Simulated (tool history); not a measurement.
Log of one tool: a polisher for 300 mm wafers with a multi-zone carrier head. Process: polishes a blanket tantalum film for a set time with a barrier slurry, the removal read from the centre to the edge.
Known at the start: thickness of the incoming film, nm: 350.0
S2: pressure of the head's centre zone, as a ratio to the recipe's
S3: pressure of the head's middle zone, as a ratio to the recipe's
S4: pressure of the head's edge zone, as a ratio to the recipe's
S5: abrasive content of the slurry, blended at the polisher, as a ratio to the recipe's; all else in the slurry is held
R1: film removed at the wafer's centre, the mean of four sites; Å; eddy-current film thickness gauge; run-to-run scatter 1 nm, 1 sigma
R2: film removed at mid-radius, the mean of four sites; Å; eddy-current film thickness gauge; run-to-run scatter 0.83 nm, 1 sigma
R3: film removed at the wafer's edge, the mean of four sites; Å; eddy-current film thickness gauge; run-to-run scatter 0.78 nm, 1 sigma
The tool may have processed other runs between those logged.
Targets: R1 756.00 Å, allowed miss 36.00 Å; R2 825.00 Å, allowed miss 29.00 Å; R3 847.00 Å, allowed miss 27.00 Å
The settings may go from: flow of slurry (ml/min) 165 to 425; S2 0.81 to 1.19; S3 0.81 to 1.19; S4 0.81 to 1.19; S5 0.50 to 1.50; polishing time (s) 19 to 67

{"run": 1, "hour": 0.0, "flow of slurry (ml/min)": 275, "S2": 1.0, "S3": 1.0, "S4": 1.0, "S5": 1.0, "polishing time (s)": 43, "R1": 693.41, "R2": 679.22, "R3": 710.48}
{"run": 2, "hour": 0.6, "flow of slurry (ml/min)": 275, "S2": 1.0, "S3": 1.0, "S4": 1.0, "S5": 1.0, "polishing time (s)": 53, "R1": 849.0, "R2": 833.13, "R3": 851.84}
{"run": 3, "hour": 8.9, "flow of slurry (ml/min)": 270, "S2": 0.99, "S3": 1.0, "S4": 1.0, "S5": 1.0, "polishing time (s)": 53, "R1": 804.72, "R2": 832.26, "R3": 857.61}
{"run": 4, "hour": 11.0, "flow of slurry (ml/min)": 265, "S2": 0.99, "S3": 1.0, "S4": 1.0, "S5": 1.0, "polishing time (s)": 53, "R1": 823.8, "R2": 821.15, "R3": 878.33}
{"run": 5, "hour": 15.2, "flow of slurry (ml/min)": 265, "S2": 0.95, "S3": 1.0, "S4": 1.0, "S5": 1.0, "polishing time (s)": 53, "R1": 799.0, "R2": 832.67, "R3": 868.83}
{"run": 6, "hour": 19.2, "flow of slurry (ml/min)": 325, "S2": 0.95, "S3": 1.0, "S4": 1.0, "S5": 1.0, "polishing time (s)": 53, "R1": 818.2, "R2": 842.42, "R3": 871.46}
{"run": 7, "hour": 20.3, "flow of slurry (ml/min)": 325, "S2": 0.94, "S3": 1.0, "S4": 1.0, "S5": 1.0, "polishing time (s)": 53, "R1": 812.09, "R2": 849.91, "R3": 874.62}
{"run": 8, "hour": 23.3, "flow of slurry (ml/min)": 325, "S2": 0.93, "S3": 1.0, "S4": 1.0, "S5": 1.0, "polishing time (s)": 53, "R1": 788.44, "R2": 843.96, "R3": 878.38}
{"run": 9, "hour": 27.5, "flow of slurry (ml/min)": 325, "S2": 0.93, "S3": 1.0, "S4": 0.99, "S5": 1.0, "polishing time (s)": 53, "R1": 804.78, "R2": 861.85, "R3": 888.53}
{"hour": 30.1, "done": "edge zone pressure recalibrated"}
{"run": 10, "hour": 30.1, "flow of slurry (ml/min)": 300, "S2": 0.9, "S3": 0.98, "S4": 0.95, "S5": 0.9, "polishing time (s)": 53, "R1": 761.73, "R2": 793.39, "R3": 792.43}
{"run": 11, "hour": 31.6, "flow of slurry (ml/min)": 305, "S2": 0.9, "S3": 0.98, "S4": 0.96, "S5": 0.9, "polishing time (s)": 53, "R1": 748.68, "R2": 800.37, "R3": 791.72}
{"run": 12, "hour": 34.0, "flow of slurry (ml/min)": 310, "S2": 0.9, "S3": 0.98, "S4": 0.97, "S5": 0.9, "polishing time (s)": 53, "R1": 741.18, "R2": 783.81, "R3": 806.45}
{"run": 13, "hour": 39.2, "flow of slurry (ml/min)": 315, "S2": 0.9, "S3": 0.99, "S4": 0.97, "S5": 0.9, "polishing time (s)": 53, "R1": 742.18, "R2": 808.98, "R3": 797.16}
{"run": 14, "hour": 43.8, "flow of slurry (ml/min)": 315, "S2": 0.9, "S3": 0.99, "S4": 0.98, "S5": 0.9, "polishing time (s)": 53, "R1": 734.02, "R2": 802.69, "R3": 809.45}
{"run": 15, "hour": 48.5, "flow of slurry (ml/min)": 315, "S2": 0.9, "S3": 0.99, "S4": 0.98, "S5": 0.9, "polishing time (s)": 53, "R1": 733.47, "R2": 801.43, "R3": 801.21}

Which of these 4 next moves meets every target?
{"run": "A", "hour": 53.2, "flow of slurry (ml/min)": 205, "S2": 0.88, "S3": 1.03, "S4": 0.88, "S5": 1.0, "polishing time (s)": 54, "R1": "?", "R2": "?", "R3": "?"}
{"run": "B", "hour": 53.2, "flow of slurry (ml/min)": 340, "S2": 0.87, "S3": 1.03, "S4": 1.02, "S5": 0.85, "polishing time (s)": 56, "R1": "?", "R2": "?", "R3": "?"}
{"run": "C", "hour": 53.2, "flow of slurry (ml/min)": 365, "S2": 0.85, "S3": 0.93, "S4": 0.94, "S5": 0.9, "polishing time (s)": 56, "R1": "?", "R2": "?", "R3": "?"}
{"run": "D", "hour": 53.2, "flow of slurry (ml/min)": 260, "S2": 0.82, "S3": 0.92, "S4": 1.15, "S5": 1.0, "polishing time (s)": 51, "R1": "?", "R2": "?", "R3": "?"}

move=A R1=722.86 R2=858.28 R3=775.90
move=B R1=753.03 R2=897.98 R3=852.58
move=C R1=754.95 R2=847.47 R3=843.94
move=D R1=660.03 R2=764.34 R3=849.06
A: its largest miss is bigger than the last run's
B: the furthest-off result lands on target, but another misses its tolerance
C: all results in spec
D: the furthest-off result lands on target, but another misses its tolerance
The move that meets every target is C.

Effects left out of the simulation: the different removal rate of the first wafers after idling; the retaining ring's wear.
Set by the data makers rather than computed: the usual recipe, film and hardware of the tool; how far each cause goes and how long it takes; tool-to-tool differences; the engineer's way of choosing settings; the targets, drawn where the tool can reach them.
